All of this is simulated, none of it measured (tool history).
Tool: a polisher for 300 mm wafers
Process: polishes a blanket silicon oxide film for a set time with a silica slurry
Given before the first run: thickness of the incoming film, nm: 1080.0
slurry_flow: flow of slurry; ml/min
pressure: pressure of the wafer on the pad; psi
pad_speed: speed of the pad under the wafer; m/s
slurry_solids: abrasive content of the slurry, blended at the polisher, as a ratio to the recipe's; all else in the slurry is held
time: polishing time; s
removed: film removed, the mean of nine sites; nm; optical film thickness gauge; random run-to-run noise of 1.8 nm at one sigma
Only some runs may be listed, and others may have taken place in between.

run  hour  slurry_flow  pressure  pad_speed  slurry_solids  time  removed
  1   0.0          130       5.2       1.46           1.00    52   245.13
  2   8.6          130       5.2       1.10           1.00    52   195.44
  3   9.4          130       5.2       1.10           1.00    52   195.64
  4  10.9          140       5.5       1.10           1.00    52   208.84
  5  12.0          140       5.5       1.10           0.85    52   195.88
  6  17.0          145       5.8       1.10           0.85    52   207.66
  7  23.9          150       6.1       1.10           0.85    52   220.71
  8  27.3          155       6.3       1.10           0.85    52   229.99
  9  28.3          160       6.5       1.10           0.85    52   238.42

Estimate the outcome of run 10 from the log above:
 10  35.1          160       6.7       1.10           0.85    52        ?

removed: 244.38 nm

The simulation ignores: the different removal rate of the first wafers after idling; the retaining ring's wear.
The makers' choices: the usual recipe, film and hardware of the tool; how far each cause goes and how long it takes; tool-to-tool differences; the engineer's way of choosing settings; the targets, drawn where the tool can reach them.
